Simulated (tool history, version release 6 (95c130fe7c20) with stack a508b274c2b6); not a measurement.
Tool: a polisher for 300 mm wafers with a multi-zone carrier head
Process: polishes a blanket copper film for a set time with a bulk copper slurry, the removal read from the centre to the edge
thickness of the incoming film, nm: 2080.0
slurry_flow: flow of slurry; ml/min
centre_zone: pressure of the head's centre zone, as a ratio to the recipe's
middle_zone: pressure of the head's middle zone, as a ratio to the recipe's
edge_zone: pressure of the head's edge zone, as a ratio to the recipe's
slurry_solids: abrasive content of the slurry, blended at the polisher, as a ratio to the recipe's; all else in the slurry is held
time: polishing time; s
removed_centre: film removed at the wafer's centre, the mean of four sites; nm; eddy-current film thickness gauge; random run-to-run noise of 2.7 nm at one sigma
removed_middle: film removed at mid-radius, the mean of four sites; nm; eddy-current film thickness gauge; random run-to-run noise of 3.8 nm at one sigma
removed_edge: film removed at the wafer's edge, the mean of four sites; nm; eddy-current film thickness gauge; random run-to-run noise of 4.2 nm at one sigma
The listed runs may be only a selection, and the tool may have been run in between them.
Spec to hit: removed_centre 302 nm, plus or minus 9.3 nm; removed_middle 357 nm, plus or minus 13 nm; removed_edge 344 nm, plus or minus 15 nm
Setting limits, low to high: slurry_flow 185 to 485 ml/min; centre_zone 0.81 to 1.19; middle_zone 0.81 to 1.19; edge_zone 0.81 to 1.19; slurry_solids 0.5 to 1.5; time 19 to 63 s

run,day,slurry_flow,centre_zone,middle_zone,edge_zone,slurry_solids,time,removed_centre,removed_middle,removed_edge
1,0,310,1,1,1,1,41,414.95,414.3,408.6
2,0.308,305,0.95,0.99,0.97,0.9,41,387.07,405.75,387.66
3,0.479,295,0.91,0.98,0.98,0.8,41,352.84,389.26,385.3
4,0.525,295,0.91,0.98,1.03,0.8,41,352.53,386.74,390.15
5,0.729,295,0.91,0.98,1.03,0.8,46,398.1,430.5,427.96
6,1.096,295,0.91,0.93,1.03,0.8,46,397.52,421.81,430.53
7,1.129,290,0.89,0.93,0.99,0.7,44,360.6,385.9,388.66
8,1.304,280,0.87,0.94,0.97,0.65,44,345.51,375.17,376.27
9,1.392,270,0.85,0.96,0.96,0.6,44,327.35,372.61,362.61

Of the 5 settings listed for the next run, only one would bring every result within its allowed miss of target. Which one?
A,1.479,270,0.93,0.95,0.81,0.8,39,?,?,?
B,1.479,355,0.81,0.85,1.11,0.65,41,?,?,?
C,1.479,265,0.83,0.88,1.03,0.9,41,?,?,?
D,1.479,245,0.85,1.01,1,0.55,42,?,?,?
E,1.479,245,0.97,0.98,0.85,0.5,47,?,?,?

move,removed_centre,removed_middle,removed_edge
A,341.99,356.87,331.66
B,312.62,332.49,390.95
C,336.82,362.51,401.8
D,303.82,359.93,350.74
E,368.66,381.6,353.96
A: further off than the last run
B: further off than the last run
C: further off than the last run
D: in spec on every target
E: further off than the last run
Go with D: it meets all targets.
